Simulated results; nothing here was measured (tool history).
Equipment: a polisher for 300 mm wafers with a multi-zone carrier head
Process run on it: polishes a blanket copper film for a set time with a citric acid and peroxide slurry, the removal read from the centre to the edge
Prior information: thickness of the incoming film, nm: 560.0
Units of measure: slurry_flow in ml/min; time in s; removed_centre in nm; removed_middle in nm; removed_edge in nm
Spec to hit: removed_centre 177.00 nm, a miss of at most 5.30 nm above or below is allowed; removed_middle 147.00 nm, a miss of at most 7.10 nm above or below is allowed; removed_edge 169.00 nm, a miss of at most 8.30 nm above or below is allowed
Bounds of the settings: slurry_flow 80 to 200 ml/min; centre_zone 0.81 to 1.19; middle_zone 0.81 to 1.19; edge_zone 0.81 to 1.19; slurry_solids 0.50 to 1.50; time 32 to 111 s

| run | hour | slurry_flow | centre_zone | middle_zone | edge_zone | slurry_solids | time | removed_centre | removed_middle | removed_edge |
|---|---|---|---|---|---|---|---|---|---|---|
| 1 | 0.0 | 130 | 1.00 | 1.00 | 1.00 | 1.00 | 71 | 225.40 | 207.32 | 204.33 |
| 2 | 1.9 | 120 | 0.99 | 0.95 | 0.99 | 0.85 | 70 | 207.80 | 186.88 | 193.80 |
| 3 | 7.1 | 115 | 0.99 | 0.91 | 0.97 | 0.75 | 69 | 194.57 | 172.94 | 182.85 |
| 4 | 8.3 | 115 | 0.99 | 0.91 | 0.89 | 0.75 | 69 | 197.40 | 167.31 | 173.51 |
| 5 | 11.2 | 105 | 0.98 | 0.88 | 0.89 | 0.75 | 69 | 193.81 | 157.97 | 172.04 |
|  | 15.2 | centre zone pressure recalibrated |
| 6 | 15.2 | 105 | 0.98 | 0.88 | 0.89 | 0.75 | 53 | 134.31 | 122.75 | 128.31 |
| 7 | 19.6 | 125 | 1.01 | 0.86 | 0.95 | 0.85 | 53 | 145.95 | 128.49 | 143.02 |
| 8 | 25.5 | 140 | 1.04 | 0.86 | 0.97 | 0.90 | 53 | 157.83 | 132.97 | 146.60 |
| 9 | 33.7 | 150 | 1.05 | 0.86 | 1.00 | 0.95 | 53 | 162.13 | 138.23 | 151.37 |
| 10 | 39.6 | 155 | 1.06 | 0.85 | 1.03 | 1.00 | 53 | 169.24 | 139.11 | 156.97 |

Pick the move, out of 4, that brings all results within their allowed miss; only one does.
| A | 45.5 | 145 | 1.07 | 0.86 | 1.06 | 1.00 | 56 | ? | ? | ? |
| B | 45.5 | 90 | 1.16 | 0.81 | 1.18 | 1.10 | 54 | ? | ? | ? |
| C | 45.5 | 160 | 1.02 | 0.92 | 0.99 | 1.00 | 58 | ? | ? | ? |
| D | 45.5 | 175 | 1.15 | 0.97 | 0.90 | 0.85 | 57 | ? | ? | ? |

| move | removed_centre | removed_middle | removed_edge |
|---|---|---|---|
| A | 175.34 | 147.75 | 164.82 |
| B | 174.10 | 129.94 | 164.30 |
| C | 175.67 | 163.98 | 166.49 |
| D | 189.39 | 163.37 | 151.25 |
A: in spec on every target
B: gets the furthest-off result to its target, but another result is out of tolerance
C: gets the furthest-off result to its target, but another result is out of tolerance
D: moves the result that the last run missed by most past its target, out the other side
A is the move that brings every result within its allowed miss.
